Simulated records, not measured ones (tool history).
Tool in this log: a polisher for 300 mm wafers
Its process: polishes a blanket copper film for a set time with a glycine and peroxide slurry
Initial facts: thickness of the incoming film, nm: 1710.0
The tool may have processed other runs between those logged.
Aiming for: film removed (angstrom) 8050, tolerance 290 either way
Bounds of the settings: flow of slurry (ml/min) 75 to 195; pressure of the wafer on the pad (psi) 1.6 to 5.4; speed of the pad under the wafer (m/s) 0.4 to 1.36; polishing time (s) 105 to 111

| run | hour | flow of slurry (ml/min) | pressure of the wafer on the pad (psi) | speed of the pad under the wafer (m/s) | polishing time (s) | film removed (angstrom) |
|---|---|---|---|---|---|---|
| 1 | 0 | 125 | 3.5 | 0.88 | 105 | 5983.5 |
| 2 | 8.4 | 125 | 3.5 | 0.88 | 111 | 6419.6 |
| 3 | 13.2 | 100 | 3.5 | 0.88 | 111 | 6074.6 |
| 4 | 17.9 | 110 | 3.6 | 0.88 | 111 | 6409.3 |
| 5 | 26.2 | 110 | 3.6 | 0.88 | 111 | 6295.4 |
| 6 | 29.6 | 130 | 3.6 | 0.88 | 111 | 6721.1 |
| 7 | 34.3 | 140 | 3.7 | 0.88 | 111 | 6891.3 |
| 8 | 36.5 | 145 | 3.8 | 0.88 | 111 | 7013.7 |
| 9 | 41 | 150 | 3.9 | 0.88 | 111 | 7245.6 |
| 10 | 42.9 | 155 | 4 | 0.88 | 111 | 7461.8 |
| 11 | 45.5 | 160 | 4.1 | 0.88 | 111 | 7528.3 |

Exercise: of the 4 proposed moves below, exactly one satisfies all targets within the stated allowed misses. Which move is it?
| A | 48.1 | 170 | 3.9 | 0.88 | 105 | ? |
| B | 48.1 | 170 | 3.9 | 0.82 | 109 | ? |
| C | 48.1 | 195 | 4.8 | 0.82 | 105 | ? |
| D | 48.1 | 160 | 3.7 | 0.88 | 111 | ? |

| move | film removed (angstrom) |
|---|---|
| A | 6947.9 |
| B | 6905.7 |
| C | 8100.4 |
| D | 6961.9 |
A: moves away from the targets compared with the last run
B: moves away from the targets compared with the last run
C: in spec on every target
D: moves away from the targets compared with the last run
Move C is the one to make.
